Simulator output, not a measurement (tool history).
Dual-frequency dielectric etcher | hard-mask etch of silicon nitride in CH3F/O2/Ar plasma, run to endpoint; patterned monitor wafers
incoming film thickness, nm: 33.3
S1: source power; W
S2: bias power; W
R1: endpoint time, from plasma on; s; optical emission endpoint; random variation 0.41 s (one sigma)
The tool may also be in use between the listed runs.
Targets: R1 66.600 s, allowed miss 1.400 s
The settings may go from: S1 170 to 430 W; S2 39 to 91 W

run    day   S1  S2      R1
  1  0.000  300  65  56.964
  2  0.058  300  58  59.331
  3  0.400  280  57  61.123
  4  0.458  320  57  58.853
     0.788  -- source power generator calibrated
  5  0.788  300  57  59.864
  6  1.108  360  57  56.331
  7  1.483  320  55  58.792
  8  1.542  290  53  61.032
  9  1.604  270  51  63.648
 10  1.758  260  50  64.230
 11  1.925  250  50  64.640

4 next moves are on the table. One of them brings every result within its allowed miss. Which?
  A  2.092  190  57   ?
  B  2.092  320  45   ?
  C  2.092  220  44   ?
  D  2.092  210  44   ?

move      R1
   A  66.640
   B  62.432
   C  69.460
   D  70.270
A: meets every target
B: further off than the last run
C: takes the result that was furthest off past its target
D: takes the result that was furthest off past its target
Move A is the one to make.

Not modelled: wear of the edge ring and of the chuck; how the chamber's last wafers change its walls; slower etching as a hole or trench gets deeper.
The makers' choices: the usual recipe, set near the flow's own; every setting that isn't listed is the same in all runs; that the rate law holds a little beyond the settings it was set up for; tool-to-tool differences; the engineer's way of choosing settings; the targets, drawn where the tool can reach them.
